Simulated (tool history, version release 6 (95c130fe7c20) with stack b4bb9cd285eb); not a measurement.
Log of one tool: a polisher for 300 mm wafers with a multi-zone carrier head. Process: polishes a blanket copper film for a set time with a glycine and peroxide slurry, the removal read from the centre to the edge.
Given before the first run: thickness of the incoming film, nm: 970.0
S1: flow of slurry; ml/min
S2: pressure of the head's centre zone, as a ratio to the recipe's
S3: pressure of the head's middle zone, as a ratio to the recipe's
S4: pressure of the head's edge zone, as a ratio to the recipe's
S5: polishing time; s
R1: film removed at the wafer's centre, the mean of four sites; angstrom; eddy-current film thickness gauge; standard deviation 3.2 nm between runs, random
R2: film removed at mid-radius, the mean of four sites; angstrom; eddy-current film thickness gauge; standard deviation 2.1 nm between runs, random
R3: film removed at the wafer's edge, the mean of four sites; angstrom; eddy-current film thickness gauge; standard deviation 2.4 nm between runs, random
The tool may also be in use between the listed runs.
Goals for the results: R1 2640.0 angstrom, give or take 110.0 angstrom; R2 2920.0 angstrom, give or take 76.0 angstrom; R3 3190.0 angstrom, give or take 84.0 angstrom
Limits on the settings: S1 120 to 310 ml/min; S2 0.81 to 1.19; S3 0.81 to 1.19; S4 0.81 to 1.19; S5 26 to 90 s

run 1 day=0.000 | S1=200 S2=1.00 S3=1.00 S4=1.00 S5=58 | R1=3014.6 R2=3556.8 R3=3443.0
run 2 day=0.158 | S1=185 S2=0.98 S3=0.96 S4=0.99 S5=58 | R1=2865.9 R2=3417.0 R3=3441.8
run 3 day=0.183 | S1=175 S2=0.98 S3=0.93 S4=0.97 S5=57 | R1=2825.2 R2=3231.5 R3=3302.9
run 4 day=0.238 | S1=175 S2=0.98 S3=0.93 S4=0.97 S5=50 | R1=2490.5 R2=2883.7 R3=2865.4
run 5 day=0.483 | S1=175 S2=0.98 S3=0.93 S4=0.97 S5=58 | R1=2880.9 R2=3317.0 R3=3415.2
-- day=0.788 centre zone pressure recalibrated
run 6 day=0.788 | S1=170 S2=0.97 S3=0.90 S4=0.95 S5=57 | R1=3178.2 R2=3121.0 R3=3272.4
run 7 day=1.004 | S1=160 S2=0.96 S3=0.90 S4=0.96 S5=56 | R1=3039.4 R2=3012.9 R3=3208.4
run 8 day=1.071 | S1=160 S2=0.96 S3=0.90 S4=0.96 S5=56 | R1=3035.4 R2=3057.9 R3=3189.5
run 9 day=1.429 | S1=165 S2=0.96 S3=0.90 S4=0.99 S5=55 | R1=3003.6 R2=3005.7 R3=3240.8

Which one of the following 4 next-run settings gets every result inside its allowed miss? There is exactly one.
run A day=1.788 | S1=165 S2=0.95 S3=0.95 S4=1.14 S5=48 | R1=? R2=? R3=?
run B day=1.788 | S1=195 S2=1.05 S3=0.92 S4=1.12 S5=47 | R1=? R2=? R3=?
run C day=1.788 | S1=180 S2=0.94 S3=0.99 S4=1.19 S5=49 | R1=? R2=? R3=?
run D day=1.788 | S1=130 S2=0.98 S3=0.81 S4=0.93 S5=61 | R1=? R2=? R3=?

move=A R1=2628.3 R2=2739.9 R3=2993.8
move=B R1=2920.5 R2=2691.4 R3=2966.4
move=C R1=2702.8 R2=2931.4 R3=3158.5
move=D R1=3249.6 R2=2940.2 R3=3328.7
A: brings the result that was furthest off to its target, and leaves another outside
B: better than the last run, though not everything is in spec
C: every result lands within tolerance
D: misses by more than the last run did
Go with C: it meets all targets.
